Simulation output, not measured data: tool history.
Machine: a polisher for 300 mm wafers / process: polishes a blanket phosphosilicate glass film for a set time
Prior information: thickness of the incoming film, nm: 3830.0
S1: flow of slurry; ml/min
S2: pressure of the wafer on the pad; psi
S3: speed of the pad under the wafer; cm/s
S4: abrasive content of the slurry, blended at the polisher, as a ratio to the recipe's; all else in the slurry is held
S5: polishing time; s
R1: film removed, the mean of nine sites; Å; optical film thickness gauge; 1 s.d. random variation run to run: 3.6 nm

run	hour	S1	S2	S3	S4	S5	R1
1	0	180	2.5	122	1	33	2648.1
2	4.9	185	2.8	122	1	33	2963.2
3	11.3	185	2.8	150	1	33	3477.9
4	12.6	185	2.8	150	1.2	33	3729.7
5	14.2	190	2.9	150	1.2	33	3885
6	19.5	195	3	150	1.2	33	4131.8

The next listed run, before its measurement:
7	23.9	205	3	150	1.2	33	?

R1: 4037.1 Å
